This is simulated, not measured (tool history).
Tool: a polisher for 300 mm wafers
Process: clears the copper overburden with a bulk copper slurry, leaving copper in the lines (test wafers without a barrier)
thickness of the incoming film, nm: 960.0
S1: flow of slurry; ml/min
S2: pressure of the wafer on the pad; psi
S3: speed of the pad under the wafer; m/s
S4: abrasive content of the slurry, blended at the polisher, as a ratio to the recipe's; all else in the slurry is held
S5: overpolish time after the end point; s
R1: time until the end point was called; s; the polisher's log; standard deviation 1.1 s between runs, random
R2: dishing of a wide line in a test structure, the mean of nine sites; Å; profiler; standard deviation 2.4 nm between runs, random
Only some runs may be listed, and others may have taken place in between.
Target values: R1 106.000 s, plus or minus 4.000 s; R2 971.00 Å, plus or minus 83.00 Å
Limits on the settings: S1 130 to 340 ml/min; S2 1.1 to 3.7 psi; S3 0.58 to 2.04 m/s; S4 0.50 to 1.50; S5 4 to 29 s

run    day   S1   S2    S3    S4  S5       R1      R2
  1  0.000  220  2.4  1.30  1.00  15   85.636  789.71
  2  0.246  220  2.2  1.30  1.00  15   94.355  752.98
  3  0.450  220  2.1  1.30  1.00  17   97.284  774.39
  4  0.621  220  2.1  1.30  1.00  19   96.175  819.96
  5  0.900  220  2.4  1.30  1.00  19   85.187  919.68
  6  1.275  220  2.4  1.52  1.00  19   74.288  990.84
  7  1.492  220  2.2  1.52  1.00  21   79.920  945.94
  8  1.842  220  2.1  1.48  1.00  23   87.222  965.02
  9  1.946  215  1.6  1.46  1.00  27  113.740  912.68

4 next moves are on the table. One of them brings every result within its allowed miss. Which?
  A  2.050  230  1.9  1.52  0.85  27   ?   ?
  B  2.050  260  1.5  1.50  1.10  28   ?   ?
  C  2.050  230  1.9  1.34  0.90  29   ?   ?
  D  2.050  180  1.9  1.48  1.10  26   ?   ?

move       R1      R2
   A   97.323  977.58
   B  117.900  877.16
   C  108.200  965.12
   D   99.094  957.30
A: takes the biggest miss from the last run beyond its target
B: its largest miss is bigger than the last run's
C: in spec on every target
D: takes the biggest miss from the last run beyond its target
C meets every target.
